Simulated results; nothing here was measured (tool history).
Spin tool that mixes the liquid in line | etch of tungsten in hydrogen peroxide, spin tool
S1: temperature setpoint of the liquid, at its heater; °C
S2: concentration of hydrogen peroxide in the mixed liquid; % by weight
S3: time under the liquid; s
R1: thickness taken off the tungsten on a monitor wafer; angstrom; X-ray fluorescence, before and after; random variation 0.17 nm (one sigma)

run	hour	S1	S2	S3	R1
1	0.0	47.0	23	45	575.29
2	4.0	43.0	23	45	451.90
3	9.9	43.0	23	50	495.37
4	17.0	40.0	23	50	408.06
5	22.7	40.0	23	45	366.52
6	30.3	40.0	23	50	412.55
7	33.3	39.0	23	50	388.93
8	37.9	38.5	23	50	369.52

Run 9 comes next. What will it give?
9	41.4	38.0	23	50	?

{"run 9": {"R1": 363.3}}

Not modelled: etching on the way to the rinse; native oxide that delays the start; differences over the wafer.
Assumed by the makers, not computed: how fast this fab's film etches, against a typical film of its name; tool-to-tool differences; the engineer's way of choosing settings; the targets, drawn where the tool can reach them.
